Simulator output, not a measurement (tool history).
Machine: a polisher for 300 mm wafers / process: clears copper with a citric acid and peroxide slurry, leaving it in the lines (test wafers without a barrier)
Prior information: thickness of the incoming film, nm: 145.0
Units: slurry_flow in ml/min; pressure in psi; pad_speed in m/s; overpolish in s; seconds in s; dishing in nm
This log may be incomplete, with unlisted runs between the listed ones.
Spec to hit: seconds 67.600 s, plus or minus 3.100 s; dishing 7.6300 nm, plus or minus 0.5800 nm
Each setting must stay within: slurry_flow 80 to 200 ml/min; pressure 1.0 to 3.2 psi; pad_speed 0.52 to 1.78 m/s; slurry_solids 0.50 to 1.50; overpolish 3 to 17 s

run	day	slurry_flow	pressure	pad_speed	slurry_solids	overpolish	seconds	dishing
1	0.000	130	2.1	1.14	1.00	9	82.177	13.7890
2	0.038	130	2.1	1.02	1.00	9	87.965	13.0490
3	0.283	130	2.3	1.02	1.00	9	81.143	13.5510
4	0.358	110	2.3	1.02	1.00	9	81.982	13.4810
5	0.429	110	2.3	1.02	0.80	9	87.542	12.7350
6	0.733	100	2.5	0.98	0.80	7	86.743	10.4410
7	0.804	95	2.7	0.96	0.85	6	80.419	9.7473
8	1.029	90	3.1	0.90	1.10	3	71.017	5.5988
9	1.108	95	3.1	0.92	1.05	3	70.410	5.5165
10	1.167	90	3.1	0.94	1.00	3	70.620	5.5553
11	1.283	90	3.1	0.96	0.95	3	71.593	5.6162
# day 1.471: slurry nozzle cleaned
12	1.471	100	3.2	0.98	0.90	6	60.813	12.6470
13	1.783	100	3.1	0.98	1.00	6	60.696	12.4530
14	2.029	105	3.0	0.98	1.05	6	61.759	12.1330
15	2.125	110	2.9	0.98	1.05	6	63.840	11.9960
16	2.262	105	2.9	1.00	1.05	6	61.731	11.7660
17	2.442	105	2.8	1.00	1.10	5	64.882	9.6974
18	2.562	105	2.8	1.00	1.10	5	63.805	10.0670

4 candidate next runs follow, results not yet known. Just one meets every target within its allowed miss. Identify it.
A	2.683	80	3.2	0.84	1.10	4	?	?
B	2.683	110	2.7	0.80	1.20	6	?	?
C	2.683	120	3.1	0.76	0.95	5	?	?
D	2.683	105	3.0	1.16	0.60	7	?	?

move	seconds	dishing
A	66.970	7.5794
B	76.640	9.8140
C	72.671	8.6854
D	59.439	14.4570
A: meets every target
B: nearer than the last run, and not there yet
C: nearer than the last run, and not there yet
D: further off than the last run
A is the move that brings every result within its allowed miss.
